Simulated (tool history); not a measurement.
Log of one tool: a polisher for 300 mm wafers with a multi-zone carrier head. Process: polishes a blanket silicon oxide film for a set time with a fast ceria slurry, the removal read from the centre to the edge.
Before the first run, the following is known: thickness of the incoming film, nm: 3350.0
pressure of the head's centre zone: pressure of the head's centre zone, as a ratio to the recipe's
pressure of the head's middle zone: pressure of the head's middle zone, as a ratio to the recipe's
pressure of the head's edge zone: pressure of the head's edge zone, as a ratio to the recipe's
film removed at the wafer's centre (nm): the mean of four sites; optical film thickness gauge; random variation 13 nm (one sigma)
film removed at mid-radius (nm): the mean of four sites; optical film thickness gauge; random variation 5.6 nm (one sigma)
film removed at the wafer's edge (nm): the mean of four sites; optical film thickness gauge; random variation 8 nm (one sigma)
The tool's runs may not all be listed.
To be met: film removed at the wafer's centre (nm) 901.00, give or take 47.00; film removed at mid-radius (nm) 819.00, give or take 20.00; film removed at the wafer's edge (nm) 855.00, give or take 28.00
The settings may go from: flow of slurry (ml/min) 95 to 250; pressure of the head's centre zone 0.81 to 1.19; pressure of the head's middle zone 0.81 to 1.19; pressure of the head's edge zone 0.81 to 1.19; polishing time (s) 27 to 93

run	hour	flow of slurry (ml/min)	pressure of the head's centre zone	pressure of the head's middle zone	pressure of the head's edge zone	polishing time (s)	film removed at the wafer's centre (nm)	film removed at mid-radius (nm)	film removed at the wafer's edge (nm)
1	0.0	160	1.00	1.00	1.00	59	617.69	605.69	607.41
2	4.3	170	1.03	1.01	1.04	63	670.46	657.58	675.81
3	7.1	195	1.03	1.01	1.04	63	684.82	669.54	683.62
4	9.2	195	1.03	1.01	0.96	63	692.52	672.11	646.30
5	14.0	230	1.03	1.01	0.96	63	734.56	683.98	654.73
6	22.3	230	1.03	1.01	0.96	76	874.32	817.53	793.61
7	24.5	230	1.04	1.01	0.98	76	836.10	815.59	812.91
8	28.1	235	1.06	1.00	0.98	77	895.28	822.31	812.88
9	32.1	235	1.06	0.99	1.00	77	904.33	819.98	825.85

Next run, 5 choices. One meets every target within its allowed miss, the rest don't. Which?
A	36.1	235	1.01	0.91	0.98	81	?	?	?
B	36.1	240	1.10	0.97	0.98	76	?	?	?
C	36.1	245	1.09	1.00	0.92	75	?	?	?
D	36.1	240	1.12	1.02	1.00	74	?	?	?
E	36.1	230	1.09	0.95	0.86	80	?	?	?

move	film removed at the wafer's centre (nm)	film removed at mid-radius (nm)	film removed at the wafer's edge (nm)
A	890.56	821.07	871.23
B	913.30	805.81	818.35
C	895.44	813.92	784.99
D	905.81	812.07	804.16
E	947.41	832.51	808.12
A: every result lands within tolerance
B: the biggest miss grows against the last run
C: the biggest miss grows against the last run
D: the biggest miss grows against the last run
E: the biggest miss grows against the last run
Move A is the one to make.

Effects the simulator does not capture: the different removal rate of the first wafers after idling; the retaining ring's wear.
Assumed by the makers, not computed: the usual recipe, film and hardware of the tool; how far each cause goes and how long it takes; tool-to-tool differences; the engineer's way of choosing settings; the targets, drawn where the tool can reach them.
